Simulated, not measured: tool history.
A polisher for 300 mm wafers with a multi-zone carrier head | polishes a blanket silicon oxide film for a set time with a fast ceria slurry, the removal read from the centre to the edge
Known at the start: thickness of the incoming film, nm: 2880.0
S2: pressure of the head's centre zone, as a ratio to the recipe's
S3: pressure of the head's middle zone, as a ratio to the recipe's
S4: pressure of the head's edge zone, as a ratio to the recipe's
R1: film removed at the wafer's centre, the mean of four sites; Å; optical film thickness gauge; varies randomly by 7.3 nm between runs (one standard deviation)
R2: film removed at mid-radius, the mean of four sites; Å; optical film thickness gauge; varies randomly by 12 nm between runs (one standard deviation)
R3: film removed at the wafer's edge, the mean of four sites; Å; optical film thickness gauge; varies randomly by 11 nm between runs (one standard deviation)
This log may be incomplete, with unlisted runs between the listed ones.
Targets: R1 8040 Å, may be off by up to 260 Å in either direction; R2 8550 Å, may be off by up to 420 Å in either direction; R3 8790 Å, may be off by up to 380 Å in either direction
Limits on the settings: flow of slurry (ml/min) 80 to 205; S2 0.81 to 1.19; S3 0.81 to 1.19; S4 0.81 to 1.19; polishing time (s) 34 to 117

{"run": 1, "hour": 0.0, "flow of slurry (ml/min)": 135, "S2": 1, "S3": 1, "S4": 1, "polishing time (s)": 75, "R1": 6269.4, "R2": 6046.6, "R3": 6127.2}
{"run": 2, "hour": 5.0, "flow of slurry (ml/min)": 135, "S2": 0.99, "S3": 1.01, "S4": 1.02, "polishing time (s)": 78, "R1": 6446.7, "R2": 6495.2, "R3": 6611.3}
{"run": 3, "hour": 10.7, "flow of slurry (ml/min)": 135, "S2": 1.05, "S3": 1.01, "S4": 1.02, "polishing time (s)": 78, "R1": 6904.8, "R2": 6486.5, "R3": 6407.4}
{"run": 4, "hour": 18.5, "flow of slurry (ml/min)": 140, "S2": 1.04, "S3": 1.01, "S4": 1.04, "polishing time (s)": 79, "R1": 6915.5, "R2": 6492.3, "R3": 6572.2}
{"run": 5, "hour": 22.6, "flow of slurry (ml/min)": 140, "S2": 1.03, "S3": 1.02, "S4": 1.05, "polishing time (s)": 81, "R1": 7015, "R2": 6730.1, "R3": 6734.7}
{"run": 6, "hour": 24.9, "flow of slurry (ml/min)": 140, "S2": 1.02, "S3": 1.02, "S4": 1.06, "polishing time (s)": 83, "R1": 7016.1, "R2": 6751.6, "R3": 6957.5}
{"run": 7, "hour": 33.3, "flow of slurry (ml/min)": 140, "S2": 1.01, "S3": 1.03, "S4": 1.07, "polishing time (s)": 85, "R1": 7200.9, "R2": 7087.9, "R3": 7292.9}
{"run": 8, "hour": 37.1, "flow of slurry (ml/min)": 140, "S2": 1.01, "S3": 1.04, "S4": 1.08, "polishing time (s)": 86, "R1": 7285.3, "R2": 7143.5, "R3": 7514.9}
{"run": 9, "hour": 45.9, "flow of slurry (ml/min)": 145, "S2": 1.01, "S3": 1.06, "S4": 1.09, "polishing time (s)": 87, "R1": 7428.5, "R2": 7547.7, "R3": 7638.2}
{"run": 10, "hour": 53.3, "flow of slurry (ml/min)": 150, "S2": 1.01, "S3": 1.06, "S4": 1.1, "polishing time (s)": 88, "R1": 7688, "R2": 7627, "R3": 7700}
{"run": 11, "hour": 57.9, "flow of slurry (ml/min)": 150, "S2": 1, "S3": 1.07, "S4": 1.11, "polishing time (s)": 89, "R1": 7770.2, "R2": 7735.2, "R3": 7864.1}
{"run": 12, "hour": 58.6, "flow of slurry (ml/min)": 150, "S2": 0.99, "S3": 1.08, "S4": 1.11, "polishing time (s)": 90, "R1": 7675.8, "R2": 8004.2, "R3": 7918.3}
{"run": 13, "hour": 61.3, "flow of slurry (ml/min)": 150, "S2": 0.99, "S3": 1.08, "S4": 1.11, "polishing time (s)": 90, "R1": 7651.9, "R2": 7739.9, "R3": 7812}
{"run": 14, "hour": 61.9, "flow of slurry (ml/min)": 150, "S2": 0.99, "S3": 1.08, "S4": 1.11, "polishing time (s)": 90, "R1": 7679.9, "R2": 7988.5, "R3": 8088.1}
{"run": 15, "hour": 69.1, "flow of slurry (ml/min)": 150, "S2": 0.99, "S3": 1.08, "S4": 1.12, "polishing time (s)": 90, "R1": 7736, "R2": 8090.5, "R3": 7966}
{"run": 16, "hour": 73.4, "flow of slurry (ml/min)": 150, "S2": 0.99, "S3": 1.08, "S4": 1.12, "polishing time (s)": 91, "R1": 7783.7, "R2": 7939.2, "R3": 7913.8}

Below are 5 possible settings for the next run. Only one of them brings all results inside the allowed miss of their targets. Which is it?
{"run": "A", "hour": 77.7, "flow of slurry (ml/min)": 140, "S2": 0.9, "S3": 0.81, "S4": 1.19, "polishing time (s)": 108, "R1": "?", "R2": "?", "R3": "?"}
{"run": "B", "hour": 77.7, "flow of slurry (ml/min)": 105, "S2": 0.83, "S3": 0.96, "S4": 1.19, "polishing time (s)": 106, "R1": "?", "R2": "?", "R3": "?"}
{"run": "C", "hour": 77.7, "flow of slurry (ml/min)": 160, "S2": 0.87, "S3": 1.04, "S4": 1.14, "polishing time (s)": 96, "R1": "?", "R2": "?", "R3": "?"}
{"run": "D", "hour": 77.7, "flow of slurry (ml/min)": 140, "S2": 0.91, "S3": 1.04, "S4": 1.07, "polishing time (s)": 103, "R1": "?", "R2": "?", "R3": "?"}
{"run": "E", "hour": 77.7, "flow of slurry (ml/min)": 110, "S2": 0.91, "S3": 0.96, "S4": 1.17, "polishing time (s)": 99, "R1": "?", "R2": "?", "R3": "?"}

move=A R1=8420.4 R2=7425.5 R3=9703.2
move=B R1=7250.2 R2=7874.8 R3=9093.1
move=C R1=7514.2 R2=8330.2 R3=8558.4
move=D R1=8110.5 R2=8720.6 R3=8736.8
move=E R1=7344.4 R2=7436.1 R3=8483.2
A: pushes the last run's worst result past its target
B: brings the result that was furthest off to its target, and leaves another outside
C: brings the result that was furthest off to its target, and leaves another outside
D: meets every target
E: brings the result that was furthest off to its target, and leaves another outside
D is the move that brings every result within its allowed miss.
